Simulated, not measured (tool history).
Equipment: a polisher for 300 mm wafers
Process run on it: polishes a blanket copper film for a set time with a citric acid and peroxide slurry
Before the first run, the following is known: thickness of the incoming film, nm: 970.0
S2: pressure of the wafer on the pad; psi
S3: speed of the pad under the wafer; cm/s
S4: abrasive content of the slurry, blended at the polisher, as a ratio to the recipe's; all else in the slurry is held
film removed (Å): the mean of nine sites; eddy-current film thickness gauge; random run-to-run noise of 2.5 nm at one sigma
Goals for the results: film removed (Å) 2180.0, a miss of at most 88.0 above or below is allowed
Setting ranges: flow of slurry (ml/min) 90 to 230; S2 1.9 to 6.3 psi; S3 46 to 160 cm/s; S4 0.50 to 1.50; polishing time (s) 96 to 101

{"run": 1, "hour": 0.0, "flow of slurry (ml/min)": 150, "S2": 4.1, "S3": 102, "S4": 1.0, "polishing time (s)": 96, "film removed (Å)": 2359.2}
{"run": 2, "hour": 6.6, "flow of slurry (ml/min)": 150, "S2": 4.1, "S3": 102, "S4": 1.0, "polishing time (s)": 96, "film removed (Å)": 2346.4}
{"run": 3, "hour": 11.0, "flow of slurry (ml/min)": 165, "S2": 4.1, "S3": 102, "S4": 1.0, "polishing time (s)": 96, "film removed (Å)": 2384.8}
{"run": 4, "hour": 14.1, "flow of slurry (ml/min)": 165, "S2": 4.8, "S3": 102, "S4": 1.0, "polishing time (s)": 96, "film removed (Å)": 2748.1}
{"run": 5, "hour": 21.2, "flow of slurry (ml/min)": 165, "S2": 4.7, "S3": 102, "S4": 1.0, "polishing time (s)": 96, "film removed (Å)": 2716.1}
{"run": 6, "hour": 25.2, "flow of slurry (ml/min)": 165, "S2": 4.7, "S3": 102, "S4": 1.2, "polishing time (s)": 96, "film removed (Å)": 2843.3}
{"run": 7, "hour": 29.0, "flow of slurry (ml/min)": 165, "S2": 4.6, "S3": 102, "S4": 1.2, "polishing time (s)": 96, "film removed (Å)": 2811.1}
{"run": 8, "hour": 30.3, "flow of slurry (ml/min)": 165, "S2": 4.5, "S3": 102, "S4": 1.2, "polishing time (s)": 96, "film removed (Å)": 2767.9}
{"run": 9, "hour": 37.2, "flow of slurry (ml/min)": 155, "S2": 3.4, "S3": 100, "S4": 1.2, "polishing time (s)": 96, "film removed (Å)": 2047.5}

Exactly one of the 5 candidate moves below puts every result within its allowed miss. Which one?
{"run": "A", "hour": 44.1, "flow of slurry (ml/min)": 180, "S2": 3.7, "S3": 80, "S4": 1.35, "polishing time (s)": 98, "film removed (Å)": "?"}
{"run": "B", "hour": 44.1, "flow of slurry (ml/min)": 160, "S2": 3.0, "S3": 104, "S4": 1.2, "polishing time (s)": 98, "film removed (Å)": "?"}
{"run": "C", "hour": 44.1, "flow of slurry (ml/min)": 140, "S2": 3.5, "S3": 114, "S4": 0.9, "polishing time (s)": 96, "film removed (Å)": "?"}
{"run": "D", "hour": 44.1, "flow of slurry (ml/min)": 175, "S2": 3.7, "S3": 98, "S4": 1.25, "polishing time (s)": 101, "film removed (Å)": "?"}
{"run": "E", "hour": 44.1, "flow of slurry (ml/min)": 120, "S2": 3.1, "S3": 112, "S4": 0.8, "polishing time (s)": 101, "film removed (Å)": "?"}

move=A film_removed_(Å)=1935.6
move=B film_removed_(Å)=1941.1
move=C film_removed_(Å)=2218.1
move=D film_removed_(Å)=2362.2
move=E film_removed_(Å)=1948.1
A: the biggest miss grows against the last run
B: the biggest miss grows against the last run
C: all results in spec
D: takes the biggest miss from the last run beyond its target
E: the biggest miss grows against the last run
The move that meets every target is C.

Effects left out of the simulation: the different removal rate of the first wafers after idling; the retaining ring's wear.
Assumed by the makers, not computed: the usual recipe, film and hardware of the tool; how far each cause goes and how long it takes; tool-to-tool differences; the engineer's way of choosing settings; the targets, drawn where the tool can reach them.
